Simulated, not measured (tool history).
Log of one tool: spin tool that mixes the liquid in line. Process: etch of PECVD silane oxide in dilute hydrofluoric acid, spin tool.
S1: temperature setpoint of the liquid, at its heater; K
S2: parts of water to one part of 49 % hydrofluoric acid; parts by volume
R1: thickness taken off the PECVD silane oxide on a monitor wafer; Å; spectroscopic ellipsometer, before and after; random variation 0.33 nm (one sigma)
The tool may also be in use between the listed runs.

run 1 hour=0 | S1=299.15 S2=100 time_under_the_liquid_(s)=50 | R1=129.89
run 2 hour=4 | S1=295.65 S2=100 time_under_the_liquid_(s)=50 | R1=114.34
run 3 hour=6.2 | S1=295.65 S2=135 time_under_the_liquid_(s)=50 | R1=80.32
run 4 hour=7.5 | S1=295.65 S2=165 time_under_the_liquid_(s)=50 | R1=63.771
run 5 hour=8.8 | S1=298.65 S2=165 time_under_the_liquid_(s)=50 | R1=70.072
run 6 hour=10.2 | S1=299.65 S2=140 time_under_the_liquid_(s)=50 | R1=91.441

Predict the results of run 7:
run 7 hour=12.3 | S1=303.65 S2=100 time_under_the_liquid_(s)=50 | R1=?

{"run 7": {"R1": 151.75}}
